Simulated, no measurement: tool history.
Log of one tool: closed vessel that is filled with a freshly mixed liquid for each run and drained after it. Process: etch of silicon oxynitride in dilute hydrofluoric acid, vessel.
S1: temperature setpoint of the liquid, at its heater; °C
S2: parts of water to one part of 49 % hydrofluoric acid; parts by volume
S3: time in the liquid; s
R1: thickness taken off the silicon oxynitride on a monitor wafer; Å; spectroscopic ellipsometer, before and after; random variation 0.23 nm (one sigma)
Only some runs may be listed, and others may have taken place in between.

run  hour    S1   S2    S3      R1
  1     0    21  155  1010  155.54
  2   8.5    24  155  1010  177.55
  3  10.1  25.5  130  1010  232.25
  4  11.7  25.5  185  1010  156.12
  5  19.3  26.5  150  1010  207.22
  6  25.3  26.5  150   805  165.72
  7  30.3    27  115   810  228.45
  8  34.8  27.5   95   810  287.76
  9  36.9  27.5   95   810  286.15

Estimate the outcome of run 10 from the log above:
 10    45  27.5  95  810   ?

{"run 10": {"R1": 289.46}}
